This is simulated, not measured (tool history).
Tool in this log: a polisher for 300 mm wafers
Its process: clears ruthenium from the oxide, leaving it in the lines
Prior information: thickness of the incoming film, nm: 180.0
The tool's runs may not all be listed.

run,hour,flow of slurry (ml/min),pressure of the wafer on the pad (kPa),speed of the pad under the wafer (cm/s),overpolish time after the end point (s),time until the end point was called (s)
1,0,210,17.2,118,27,87.599
2,0.5,210,17.9,118,27,82.944
3,4.1,215,18.6,118,27,80.715
4,9.9,215,14.5,118,27,100.36
5,17.7,250,14.5,118,27,101.75
6,20.2,250,15.9,118,27,91.768
7,27.6,250,16.5,118,27,87.661
8,32.2,255,17.2,118,27,85.522
9,38.9,255,17.9,118,27,79.916
10,47.8,260,17.9,118,27,83.061
# hour 49.8: head pressure recalibrated
11,49.8,260,18.6,118,27,84.463

What will run 12 give?
12,56.4,260,19.3,118,27,?

time until the end point was called (s): 80.315
